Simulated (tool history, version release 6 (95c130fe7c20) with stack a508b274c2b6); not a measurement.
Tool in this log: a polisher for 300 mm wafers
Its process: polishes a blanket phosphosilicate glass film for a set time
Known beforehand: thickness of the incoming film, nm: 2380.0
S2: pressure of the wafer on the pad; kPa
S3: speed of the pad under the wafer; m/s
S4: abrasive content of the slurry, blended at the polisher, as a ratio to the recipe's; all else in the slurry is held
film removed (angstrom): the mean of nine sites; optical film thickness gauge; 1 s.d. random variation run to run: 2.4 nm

Run 1, hour 0.0: flow of slurry (ml/min) 185, S2 13.8 kPa, S3 0.96 m/s, S4 1.0, polishing time (s) 115. Result: film removed (angstrom) 5102.2.
Run 2, hour 8.9: flow of slurry (ml/min) 185, S2 11.0 kPa, S3 0.82 m/s, S4 1.0, polishing time (s) 115. Result: film removed (angstrom) 3621.4.
Run 3, hour 15.2: flow of slurry (ml/min) 185, S2 9.7 kPa, S3 0.82 m/s, S4 1.0, polishing time (s) 115. Result: film removed (angstrom) 3203.8.
Run 4, hour 17.6: flow of slurry (ml/min) 185, S2 9.7 kPa, S3 0.82 m/s, S4 0.8, polishing time (s) 115. Result: film removed (angstrom) 2747.6.
Run 5, hour 23.9: flow of slurry (ml/min) 185, S2 8.3 kPa, S3 0.80 m/s, S4 0.8, polishing time (s) 115. Result: film removed (angstrom) 2363.4.
Run 6, hour 26.4: flow of slurry (ml/min) 205, S2 8.3 kPa, S3 0.80 m/s, S4 0.8, polishing time (s) 115. Result: film removed (angstrom) 2323.8.
Run 7, hour 30.7: flow of slurry (ml/min) 205, S2 7.6 kPa, S3 0.80 m/s, S4 0.8, polishing time (s) 115. Result: film removed (angstrom) 2166.5.
Run 8, hour 39.4: flow of slurry (ml/min) 210, S2 7.6 kPa, S3 0.80 m/s, S4 0.8, polishing time (s) 115. Result: film removed (angstrom) 2159.0.

What will run 9 give?
Run 9, hour 44.9: flow of slurry (ml/min) 215, S2 7.6 kPa, S3 0.80 m/s, S4 0.8, polishing time (s) 115. Result: film removed (angstrom) ?.

Run 9 yielded film removed (angstrom) 2201.3.
